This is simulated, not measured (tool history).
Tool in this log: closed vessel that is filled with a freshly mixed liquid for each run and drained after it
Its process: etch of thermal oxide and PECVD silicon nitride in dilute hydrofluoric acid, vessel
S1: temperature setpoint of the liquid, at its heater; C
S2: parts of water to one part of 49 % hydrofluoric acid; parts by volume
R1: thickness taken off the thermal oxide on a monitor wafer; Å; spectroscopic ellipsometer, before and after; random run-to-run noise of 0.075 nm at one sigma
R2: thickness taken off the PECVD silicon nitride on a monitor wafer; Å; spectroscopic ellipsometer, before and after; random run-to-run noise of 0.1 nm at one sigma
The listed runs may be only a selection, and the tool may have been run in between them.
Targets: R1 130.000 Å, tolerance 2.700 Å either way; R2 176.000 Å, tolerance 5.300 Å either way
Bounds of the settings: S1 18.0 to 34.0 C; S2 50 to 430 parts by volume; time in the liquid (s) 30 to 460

{"run": 1, "hour": 0.0, "S1": 26.0, "S2": 240, "time in the liquid (s)": 235, "R1": 39.164, "R2": 57.082}
{"run": 2, "hour": 2.8, "S1": 26.0, "S2": 240, "time in the liquid (s)": 275, "R1": 45.714, "R2": 67.165}
{"run": 3, "hour": 10.0, "S1": 26.0, "S2": 240, "time in the liquid (s)": 225, "R1": 37.171, "R2": 54.696}
{"run": 4, "hour": 14.9, "S1": 26.5, "S2": 220, "time in the liquid (s)": 225, "R1": 42.205, "R2": 61.884}
{"run": 5, "hour": 22.3, "S1": 26.5, "S2": 220, "time in the liquid (s)": 150, "R1": 28.162, "R2": 41.29}
{"run": 6, "hour": 28.3, "S1": 26.5, "S2": 220, "time in the liquid (s)": 205, "R1": 38.803, "R2": 55.911}
{"run": 7, "hour": 32.6, "S1": 27.0, "S2": 200, "time in the liquid (s)": 205, "R1": 44.195, "R2": 62.834}
{"run": 8, "hour": 34.7, "S1": 27.5, "S2": 185, "time in the liquid (s)": 205, "R1": 49.101, "R2": 70.772}

Pick the move, out of 5, that brings all results within their allowed miss; only one does.
{"run": "A", "hour": 36.8, "S1": 23.5, "S2": 175, "time in the liquid (s)": 145, "R1": "?", "R2": "?"}
{"run": "B", "hour": 36.8, "S1": 30.5, "S2": 315, "time in the liquid (s)": 165, "R1": "?", "R2": "?"}
{"run": "C", "hour": 36.8, "S1": 29.0, "S2": 250, "time in the liquid (s)": 180, "R1": "?", "R2": "?"}
{"run": "D", "hour": 36.8, "S1": 29.5, "S2": 200, "time in the liquid (s)": 310, "R1": "?", "R2": "?"}
{"run": "E", "hour": 36.8, "S1": 26.5, "S2": 150, "time in the liquid (s)": 435, "R1": "?", "R2": "?"}

move=A R1=32.091 R2=41.420
move=B R1=22.190 R2=39.838
move=C R1=31.221 R2=50.493
move=D R1=72.502 R2=112.450
move=E R1=129.370 R2=175.290
A: its largest miss is bigger than the last run's
B: its largest miss is bigger than the last run's
C: its largest miss is bigger than the last run's
D: nearer the targets than the last run, but a result is still out of spec
E: in spec on every target
The right move is E.
